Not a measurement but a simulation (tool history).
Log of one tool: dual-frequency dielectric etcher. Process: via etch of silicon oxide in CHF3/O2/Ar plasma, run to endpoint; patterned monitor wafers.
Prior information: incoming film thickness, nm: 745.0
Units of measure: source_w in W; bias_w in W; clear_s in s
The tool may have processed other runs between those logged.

{"run": 1, "hour": 0.0, "source_w": 610, "bias_w": 124, "clear_s": 404.91}
{"run": 2, "hour": 3.6, "source_w": 610, "bias_w": 108, "clear_s": 425.19}
{"run": 3, "hour": 8.6, "source_w": 610, "bias_w": 123, "clear_s": 413.71}
{"run": 4, "hour": 13.6, "source_w": 650, "bias_w": 126, "clear_s": 391.08}
{"run": 5, "hour": 20.6, "source_w": 650, "bias_w": 113, "clear_s": 418.55}
{"run": 6, "hour": 23.3, "source_w": 670, "bias_w": 120, "clear_s": 400.88}
{"run": 7, "hour": 29.7, "source_w": 700, "bias_w": 123, "clear_s": 390.78}

Estimate the outcome of run 8 from the log above:
{"run": 8, "hour": 30.4, "source_w": 720, "bias_w": 125, "clear_s": "?"}

Run 8 came out at clear_s 383.95 s.

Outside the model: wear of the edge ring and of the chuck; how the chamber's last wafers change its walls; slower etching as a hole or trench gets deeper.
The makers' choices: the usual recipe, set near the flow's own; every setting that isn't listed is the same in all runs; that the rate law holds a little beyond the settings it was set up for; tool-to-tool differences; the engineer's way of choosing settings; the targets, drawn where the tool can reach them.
